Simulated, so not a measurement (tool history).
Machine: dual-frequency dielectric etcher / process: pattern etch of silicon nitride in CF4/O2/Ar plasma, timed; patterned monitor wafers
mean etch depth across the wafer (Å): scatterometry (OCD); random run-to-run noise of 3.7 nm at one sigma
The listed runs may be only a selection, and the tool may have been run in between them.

| run | day | source power (kW) | bias power (kW) | Ar flow (sccm) | CF4 flow (sccm) | etch time (s) | mean etch depth across the wafer (Å) |
|---|---|---|---|---|---|---|---|
| 1 | 0 | 0.62 | 0.068 | 110 | 115 | 489 | 12884 |
| 2 | 0.296 | 0.62 | 0.068 | 117 | 115 | 489 | 12740 |
| 3 | 0.404 | 0.72 | 0.068 | 117 | 115 | 489 | 14940 |
| 4 | 0.7 | 0.64 | 0.068 | 117 | 115 | 489 | 13121 |
| 5 | 0.967 | 0.58 | 0.068 | 117 | 115 | 489 | 11890 |
| 6 | 1.046 | 0.58 | 0.062 | 117 | 115 | 489 | 11540 |
| 7 | 1.196 | 0.54 | 0.062 | 117 | 115 | 489 | 10665 |

For run 8, what comes out?
| 8 | 1.375 | 0.51 | 0.062 | 117 | 115 | 489 | ? |

mean etch depth across the wafer (Å): 10081
